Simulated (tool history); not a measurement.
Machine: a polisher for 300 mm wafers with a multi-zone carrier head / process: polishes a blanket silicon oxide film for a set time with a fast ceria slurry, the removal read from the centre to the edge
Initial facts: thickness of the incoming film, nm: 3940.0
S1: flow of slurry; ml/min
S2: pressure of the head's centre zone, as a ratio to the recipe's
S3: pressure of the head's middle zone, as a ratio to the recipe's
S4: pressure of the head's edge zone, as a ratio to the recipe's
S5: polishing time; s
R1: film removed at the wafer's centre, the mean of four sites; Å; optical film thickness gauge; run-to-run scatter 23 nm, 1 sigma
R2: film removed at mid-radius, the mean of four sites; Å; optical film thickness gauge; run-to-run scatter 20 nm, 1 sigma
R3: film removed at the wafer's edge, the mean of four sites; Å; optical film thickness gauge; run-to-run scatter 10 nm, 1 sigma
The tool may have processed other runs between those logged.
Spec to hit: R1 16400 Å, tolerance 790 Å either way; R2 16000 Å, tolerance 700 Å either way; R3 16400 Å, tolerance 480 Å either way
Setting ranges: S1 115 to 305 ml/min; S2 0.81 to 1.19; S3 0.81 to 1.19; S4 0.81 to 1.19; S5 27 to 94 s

run,day,S1,S2,S3,S4,S5,R1,R2,R3
1,0,195,1,1,1,60,13328,13181,13454
2,0.104,195,0.97,1,1,60,13167,13311,13205
3,0.45,205,1,1.02,1.03,61,13985,13826,13890
4,0.521,205,1,1.02,0.95,61,13523,13824,13282
5,0.767,205,1,1.06,0.95,61,13519,14415,13369
6,0.946,210,1.01,1.06,1,62,14231,14475,13781
7,1.071,210,1,1.05,1.02,64,14379,15004,14486
8,1.362,215,1.01,1.05,1.05,65,14653,15301,14941
9,1.454,220,1.03,1.05,1.07,66,15497,15577,15363

Consider the 5 candidate settings below. Which is the only one whose results all fall within their allowed miss of target?
A,1.546,235,1.03,1.08,1.06,72,?,?,?
B,1.546,275,1.04,1.19,1,64,?,?,?
C,1.546,215,1.05,1.04,1.03,63,?,?,?
D,1.546,290,1.15,1.09,1.04,60,?,?,?
E,1.546,185,1.04,1.01,1.1,71,?,?,?

move,R1,R2,R3
A,17425,17460,16818
B,15968,17178,14721
C,15343,14624,14399
D,16654,15005,14136
E,16711,15729,16487
A: corrects the largest miss of the last run, while another result sits out of spec
B: misses by more than the last run did
C: misses by more than the last run did
D: misses by more than the last run did
E: every result within its allowed miss
E meets every target.
